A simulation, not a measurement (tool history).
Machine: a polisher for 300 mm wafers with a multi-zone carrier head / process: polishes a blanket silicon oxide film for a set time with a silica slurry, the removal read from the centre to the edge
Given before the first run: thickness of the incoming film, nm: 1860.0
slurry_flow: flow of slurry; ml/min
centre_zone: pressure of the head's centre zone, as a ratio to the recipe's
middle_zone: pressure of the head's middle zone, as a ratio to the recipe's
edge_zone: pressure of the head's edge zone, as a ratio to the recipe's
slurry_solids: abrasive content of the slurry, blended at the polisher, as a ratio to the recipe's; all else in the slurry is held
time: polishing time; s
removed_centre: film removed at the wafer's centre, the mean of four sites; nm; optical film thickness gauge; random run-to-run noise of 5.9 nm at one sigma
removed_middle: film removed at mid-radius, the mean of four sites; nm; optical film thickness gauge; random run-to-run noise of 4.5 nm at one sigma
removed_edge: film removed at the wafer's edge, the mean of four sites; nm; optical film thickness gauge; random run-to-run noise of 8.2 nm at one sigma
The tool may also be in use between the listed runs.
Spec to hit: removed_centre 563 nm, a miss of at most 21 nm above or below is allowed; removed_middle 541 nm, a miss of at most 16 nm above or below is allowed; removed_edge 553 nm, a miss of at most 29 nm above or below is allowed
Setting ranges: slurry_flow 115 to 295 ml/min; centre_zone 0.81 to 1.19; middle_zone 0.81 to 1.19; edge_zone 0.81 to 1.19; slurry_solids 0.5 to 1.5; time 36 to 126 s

run,hour,slurry_flow,centre_zone,middle_zone,edge_zone,slurry_solids,time,removed_centre,removed_middle,removed_edge
1,0,190,1,1,1,1,81,401.13,385.68,387.23
2,1.1,195,1.01,1.02,1.04,1.15,82,438.38,423.35,427.51
3,9.6,225,1.01,1.02,1.04,1.15,82,447.49,426.19,432.07
4,16.1,225,1.01,0.99,1.04,1.15,82,453.4,419.79,423.98
5,21.9,260,1.01,0.99,1.04,1.15,82,457.69,426.05,436.23
6,24.8,260,1.02,1.01,1.07,1.25,82,479.8,446.54,463.78
7,28.7,260,1.04,1.04,1.08,1.3,82,496.25,465.05,461.57
8,30.6,260,1.03,1.04,1.09,1.35,84,515.51,480.93,486.16
9,31.9,260,1.02,1.05,1.1,1.4,85,516.6,495.51,507.11
10,40.2,260,1.02,1.06,1.11,1.45,86,531.37,511.32,505
11,43.9,265,1.02,1.06,1.12,1.45,87,542.1,515.23,524.22

Pick the move, out of 5, that brings all results within their allowed miss; only one does.
A,47.6,235,1.03,1.19,1.13,1.5,83,?,?,?
B,47.6,255,0.86,0.94,1.19,1.5,99,?,?,?
C,47.6,265,0.81,1,1.12,1.25,108,?,?,?
D,47.6,270,1.02,1.03,1.17,1.45,84,?,?,?
E,47.6,180,1.02,1.06,1.11,1.4,97,?,?,?

move,removed_centre,removed_middle,removed_edge
A,504.17,547.92,492.06
B,506.15,541.65,606.92
C,488.64,584.47,604.52
D,508.01,492.86,506.95
E,543.77,544,541.4
A: the worst result of the last run now meets its target, but another is out of spec
B: the worst result of the last run now meets its target, but another is out of spec
C: the result that was furthest off in the last run now lies on the other side of its target
D: the biggest miss grows against the last run
E: each result inside its tolerance
E is the move that brings every result within its allowed miss.
